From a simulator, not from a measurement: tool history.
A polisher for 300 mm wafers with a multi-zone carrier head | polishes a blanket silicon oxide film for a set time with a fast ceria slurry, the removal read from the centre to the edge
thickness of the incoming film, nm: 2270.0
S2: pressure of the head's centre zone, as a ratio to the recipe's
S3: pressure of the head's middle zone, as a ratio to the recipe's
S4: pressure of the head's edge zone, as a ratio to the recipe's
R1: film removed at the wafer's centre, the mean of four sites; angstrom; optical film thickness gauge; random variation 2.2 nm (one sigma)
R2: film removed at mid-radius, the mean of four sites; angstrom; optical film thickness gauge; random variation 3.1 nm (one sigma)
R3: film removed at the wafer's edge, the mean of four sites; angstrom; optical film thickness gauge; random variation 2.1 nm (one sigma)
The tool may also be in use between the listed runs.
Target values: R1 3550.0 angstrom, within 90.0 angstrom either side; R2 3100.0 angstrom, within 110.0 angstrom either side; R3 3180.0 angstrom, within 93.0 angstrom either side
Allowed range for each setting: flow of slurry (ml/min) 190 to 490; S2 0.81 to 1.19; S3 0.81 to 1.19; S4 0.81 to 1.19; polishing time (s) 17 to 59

Run 1, hour 0.0: flow of slurry (ml/min) 315, S2 1.00, S3 1.00, S4 1.00, polishing time (s) 38. Result: R1 4673.2 angstrom, R2 4760.5 angstrom, R3 4626.1 angstrom.
Run 2, hour 3.9: flow of slurry (ml/min) 270, S2 1.00, S3 1.00, S4 1.00, polishing time (s) 38. Result: R1 4532.2 angstrom, R2 4688.0 angstrom, R3 4602.1 angstrom.
Run 3, hour 12.1: flow of slurry (ml/min) 270, S2 1.00, S3 1.07, S4 1.00, polishing time (s) 38. Result: R1 4542.9 angstrom, R2 4924.9 angstrom, R3 4539.4 angstrom.
Run 4, hour 21.0: flow of slurry (ml/min) 270, S2 1.00, S3 1.07, S4 1.04, polishing time (s) 38. Result: R1 4551.8 angstrom, R2 4915.1 angstrom, R3 4607.1 angstrom.
Run 5, hour 23.9: flow of slurry (ml/min) 285, S2 1.01, S3 1.05, S4 1.03, polishing time (s) 36. Result: R1 4403.4 angstrom, R2 4647.0 angstrom, R3 4431.8 angstrom.
Run 6, hour 26.2: flow of slurry (ml/min) 285, S2 1.07, S3 1.05, S4 1.03, polishing time (s) 36. Result: R1 4636.2 angstrom, R2 4508.5 angstrom, R3 4437.7 angstrom.
Run 7, hour 35.1: flow of slurry (ml/min) 290, S2 1.07, S3 1.03, S4 1.01, polishing time (s) 34. Result: R1 4388.0 angstrom, R2 4244.7 angstrom, R3 4144.5 angstrom.
Run 8, hour 42.5: flow of slurry (ml/min) 265, S2 1.05, S3 0.93, S4 0.91, polishing time (s) 26. Result: R1 3231.1 angstrom, R2 3029.9 angstrom, R3 3020.6 angstrom.
Run 9, hour 48.7: flow of slurry (ml/min) 275, S2 1.06, S3 0.93, S4 0.92, polishing time (s) 26. Result: R1 3315.0 angstrom, R2 3053.6 angstrom, R3 3039.2 angstrom.
Run 10, hour 49.9: flow of slurry (ml/min) 285, S2 1.06, S3 0.93, S4 0.93, polishing time (s) 26. Result: R1 3263.2 angstrom, R2 2970.2 angstrom, R3 3055.6 angstrom.
Run 11, hour 51.4: flow of slurry (ml/min) 285, S2 1.07, S3 0.94, S4 0.93, polishing time (s) 26. Result: R1 3372.8 angstrom, R2 3062.7 angstrom, R3 3045.2 angstrom.
Run 12, hour 58.6: flow of slurry (ml/min) 290, S2 1.07, S3 0.94, S4 0.94, polishing time (s) 26. Result: R1 3342.6 angstrom, R2 3025.8 angstrom, R3 3090.2 angstrom.

Of the 4 settings listed for the next run, only one would bring every result within its allowed miss of target. Which one?
Run A, hour 65.8: flow of slurry (ml/min) 315, S2 1.04, S3 0.91, S4 1.05, polishing time (s) 26. Result: R1 ?, R2 ?, R3 ?.
Run B, hour 65.8: flow of slurry (ml/min) 290, S2 1.08, S3 0.92, S4 0.89, polishing time (s) 27. Result: R1 ?, R2 ?, R3 ?.
Run C, hour 65.8: flow of slurry (ml/min) 345, S2 1.12, S3 0.92, S4 0.81, polishing time (s) 26. Result: R1 ?, R2 ?, R3 ?.
Run D, hour 65.8: flow of slurry (ml/min) 320, S2 1.02, S3 0.93, S4 0.94, polishing time (s) 25. Result: R1 ?, R2 ?, R3 ?.

move      R1      R2      R3
   A  3280.8  3044.7  3243.3
   B  3506.8  3158.3  3147.1
   C  3567.9  3092.3  2972.0
   D  3099.0  2975.5  2993.8
A: lands further from the targets than the last run did
B: hits every target within its allowed miss
C: the furthest-off result lands on target, but another misses its tolerance
D: lands further from the targets than the last run did
The move that meets every target is B.
